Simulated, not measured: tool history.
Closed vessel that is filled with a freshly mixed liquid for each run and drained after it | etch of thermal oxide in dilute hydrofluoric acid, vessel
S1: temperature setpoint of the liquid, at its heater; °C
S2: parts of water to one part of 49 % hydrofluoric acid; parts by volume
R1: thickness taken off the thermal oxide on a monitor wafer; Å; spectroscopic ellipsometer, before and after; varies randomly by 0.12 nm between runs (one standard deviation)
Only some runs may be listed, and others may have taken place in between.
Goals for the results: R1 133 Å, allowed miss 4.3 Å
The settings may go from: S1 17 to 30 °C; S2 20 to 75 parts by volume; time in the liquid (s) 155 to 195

Run 1, hour 0: S1 22 °C, S2 45 parts by volume, time in the liquid (s) 195. Result: R1 201.33 Å.
Run 2, hour 9.4: S1 22 °C, S2 40 parts by volume, time in the liquid (s) 195. Result: R1 223.56 Å.
Run 3, hour 16.6: S1 21.5 °C, S2 40 parts by volume, time in the liquid (s) 195. Result: R1 222.44 Å.
Run 4, hour 21.2: S1 21.5 °C, S2 30 parts by volume, time in the liquid (s) 195. Result: R1 303.97 Å.
Run 5, hour 27.1: S1 21 °C, S2 35 parts by volume, time in the liquid (s) 195. Result: R1 249.8 Å.
Run 6, hour 35.6: S1 20.5 °C, S2 35 parts by volume, time in the liquid (s) 195. Result: R1 248.79 Å.
Run 7, hour 39.5: S1 20 °C, S2 40 parts by volume, time in the liquid (s) 195. Result: R1 207.55 Å.
Run 8, hour 47.3: S1 19.5 °C, S2 40 parts by volume, time in the liquid (s) 195. Result: R1 205.7 Å.
Run 9, hour 53.5: S1 19 °C, S2 40 parts by volume, time in the liquid (s) 195. Result: R1 200.22 Å.
Run 10, hour 60.5: S1 18.5 °C, S2 40 parts by volume, time in the liquid (s) 195. Result: R1 198.82 Å.
Run 11, hour 68.3: S1 17.5 °C, S2 45 parts by volume, time in the liquid (s) 195. Result: R1 165.42 Å.
Run 12, hour 70.4: S1 17 °C, S2 50 parts by volume, time in the liquid (s) 195. Result: R1 146.37 Å.

Next run, 4 choices. One meets every target within its allowed miss, the rest don't. Which?
Run A, hour 72.5: S1 19.5 °C, S2 55 parts by volume, time in the liquid (s) 185. Result: R1 ?.
Run B, hour 72.5: S1 17 °C, S2 50 parts by volume, time in the liquid (s) 160. Result: R1 ?.
Run C, hour 72.5: S1 19 °C, S2 50 parts by volume, time in the liquid (s) 175. Result: R1 ?.
Run D, hour 72.5: S1 17.5 °C, S2 55 parts by volume, time in the liquid (s) 195. Result: R1 ?.

move      R1
   A  139.14
   B  119.57
   C  142.56
   D  134.62
A: gains on the last run, yet a result remains outside its allowed miss
B: carries the result that was furthest off beyond its target, to the other side
C: gains on the last run, yet a result remains outside its allowed miss
D: all results land within tolerance of their targets
The right move is D.
